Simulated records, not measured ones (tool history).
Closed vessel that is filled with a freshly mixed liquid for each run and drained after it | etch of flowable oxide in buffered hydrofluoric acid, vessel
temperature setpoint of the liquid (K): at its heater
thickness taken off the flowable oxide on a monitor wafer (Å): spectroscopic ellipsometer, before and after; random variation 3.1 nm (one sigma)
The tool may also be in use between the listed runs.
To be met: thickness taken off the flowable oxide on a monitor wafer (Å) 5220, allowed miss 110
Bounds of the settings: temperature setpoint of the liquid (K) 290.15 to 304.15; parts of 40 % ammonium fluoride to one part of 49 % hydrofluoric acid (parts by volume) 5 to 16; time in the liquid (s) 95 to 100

run,hour,temperature setpoint of the liquid (K),parts of 40 % ammonium fluoride to one part of 49 % hydrofluoric acid (parts by volume),time in the liquid (s),thickness taken off the flowable oxide on a monitor wafer (Å)
1,0,296.15,9.5,95,3448.5
2,2.2,298.65,9.5,95,3923.2
3,9.9,295.15,9.5,95,3260.7
4,17.6,295.15,9.5,100,3390.9
5,19,294.15,9.5,100,3242.3
6,22,296.65,9.5,100,3676.9
7,23.9,300.65,9.5,100,4578.9
8,25.3,301.65,9.5,100,4814.7
9,31.4,302.15,9.5,100,4985.2

Which of these 5 next moves meets every target?
A,37.5,303.65,10.5,95,?
B,37.5,304.15,9.5,95,?
C,37.5,297.15,6.5,100,?
D,37.5,303.65,9.5,100,?
E,37.5,304.15,9.5,100,?

move,thickness taken off the flowable oxide on a monitor wafer (Å)
A,4762.5
B,5293.5
C,5557
D,5428.6
E,5572.1
A: further off than the last run
B: meets every target
C: takes the result that was furthest off past its target
D: takes the result that was furthest off past its target
E: takes the result that was furthest off past its target
The right move is B.
